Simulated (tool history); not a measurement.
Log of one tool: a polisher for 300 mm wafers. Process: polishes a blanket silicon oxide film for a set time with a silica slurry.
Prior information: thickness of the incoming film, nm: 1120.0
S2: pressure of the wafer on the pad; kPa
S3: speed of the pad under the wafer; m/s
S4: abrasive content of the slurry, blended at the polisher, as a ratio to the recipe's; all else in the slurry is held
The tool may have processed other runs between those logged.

{"run": 1, "hour": 0.0, "flow of slurry (ml/min)": 190, "S2": 20.7, "S3": 1.52, "S4": 1, "polishing time (s)": 72, "film removed (angstrom)": 2190.5}
{"run": 2, "hour": 2.1, "flow of slurry (ml/min)": 185, "S2": 17.2, "S3": 1.24, "S4": 0.95, "polishing time (s)": 72, "film removed (angstrom)": 1509.1}
{"run": 3, "hour": 3.6, "flow of slurry (ml/min)": 185, "S2": 14.5, "S3": 1.24, "S4": 0.95, "polishing time (s)": 72, "film removed (angstrom)": 1252.8}
{"run": 4, "hour": 12.0, "flow of slurry (ml/min)": 185, "S2": 14.5, "S3": 1.24, "S4": 0.8, "polishing time (s)": 72, "film removed (angstrom)": 1163.3}
{"run": 5, "hour": 14.6, "flow of slurry (ml/min)": 170, "S2": 14.5, "S3": 1.24, "S4": 0.8, "polishing time (s)": 72, "film removed (angstrom)": 1156.4}
{"run": 6, "hour": 19.7, "flow of slurry (ml/min)": 170, "S2": 14.5, "S3": 1.24, "S4": 0.8, "polishing time (s)": 75, "film removed (angstrom)": 1207.5}

Run 7 has not been measured yet. What should we expect?
{"run": 7, "hour": 21.0, "flow of slurry (ml/min)": 170, "S2": 13.1, "S3": 1.14, "S4": 0.8, "polishing time (s)": 75, "film removed (angstrom)": "?"}

For run 7 the tool returned film removed (angstrom) 1002.9.

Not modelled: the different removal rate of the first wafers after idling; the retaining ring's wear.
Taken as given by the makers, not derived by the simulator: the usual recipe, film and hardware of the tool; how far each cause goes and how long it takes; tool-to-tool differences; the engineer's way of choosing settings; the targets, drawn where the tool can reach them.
